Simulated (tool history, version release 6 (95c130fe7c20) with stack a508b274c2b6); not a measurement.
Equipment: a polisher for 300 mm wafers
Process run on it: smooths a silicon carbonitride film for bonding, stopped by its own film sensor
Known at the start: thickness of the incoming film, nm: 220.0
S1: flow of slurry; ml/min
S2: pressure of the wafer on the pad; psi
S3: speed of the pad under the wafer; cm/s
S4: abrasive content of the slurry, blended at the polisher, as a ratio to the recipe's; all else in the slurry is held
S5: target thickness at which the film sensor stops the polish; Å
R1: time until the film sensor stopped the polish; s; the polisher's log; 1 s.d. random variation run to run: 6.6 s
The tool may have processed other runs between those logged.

run 1 hour=0 | S1=295 S2=1.8 S3=86 S4=1 S5=1840 | R1=193.3
run 2 hour=1.1 | S1=295 S2=1.6 S3=82 S4=1 S5=1840 | R1=220.87
run 3 hour=8.1 | S1=295 S2=1.4 S3=76 S4=1 S5=1840 | R1=264.86
run 4 hour=15 | S1=355 S2=1.4 S3=76 S4=1 S5=1840 | R1=256.07
-- hour=20.2 slurry nozzle cleaned
run 5 hour=20.2 | S1=355 S2=1.4 S3=76 S4=0.9 S5=1840 | R1=266.2
run 6 hour=24 | S1=355 S2=1.3 S3=74 S4=0.9 S5=1840 | R1=281.1
run 7 hour=28.3 | S1=355 S2=1.3 S3=74 S4=0.9 S5=1840 | R1=281.4
run 8 hour=32.4 | S1=355 S2=1.2 S3=72 S4=0.9 S5=1840 | R1=306.1

Run 9, settings as shown, results not yet in. Your forecast:
run 9 hour=34.9 | S1=355 S2=1.1 S3=70 S4=0.9 S5=1840 | R1=?

{"run 9": {"R1": 344.3}}
